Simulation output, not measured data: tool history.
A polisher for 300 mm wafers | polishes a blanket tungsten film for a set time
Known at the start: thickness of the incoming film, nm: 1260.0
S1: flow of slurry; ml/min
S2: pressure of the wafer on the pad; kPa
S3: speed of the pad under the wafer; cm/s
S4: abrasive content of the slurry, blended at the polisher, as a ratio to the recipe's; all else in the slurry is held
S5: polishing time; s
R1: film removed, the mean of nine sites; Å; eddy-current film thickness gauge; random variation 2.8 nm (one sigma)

run 1 day=0 | S1=160 S2=31 S3=142 S4=1 S5=79 | R1=6409.9
run 2 day=0.054 | S1=160 S2=31 S3=164 S4=1 S5=79 | R1=7202.3
run 3 day=0.292 | S1=135 S2=31 S3=164 S4=1 S5=79 | R1=6987.8
run 4 day=0.583 | S1=135 S2=26.9 S3=164 S4=1 S5=79 | R1=6033.6
run 5 day=0.75 | S1=130 S2=22.8 S3=162 S4=1 S5=79 | R1=5102.2
run 6 day=1 | S1=130 S2=22.8 S3=132 S4=1 S5=79 | R1=4219.2
run 7 day=1.375 | S1=125 S2=21.4 S3=132 S4=1 S5=79 | R1=3947.5
run 8 day=1.488 | S1=120 S2=20.7 S3=132 S4=1 S5=79 | R1=3839.1

Run 9 comes next. What will it give?
run 9 day=1.783 | S1=115 S2=20 S3=132 S4=1 S5=79 | R1=?

Run 9 gave R1 3650.9 Å.

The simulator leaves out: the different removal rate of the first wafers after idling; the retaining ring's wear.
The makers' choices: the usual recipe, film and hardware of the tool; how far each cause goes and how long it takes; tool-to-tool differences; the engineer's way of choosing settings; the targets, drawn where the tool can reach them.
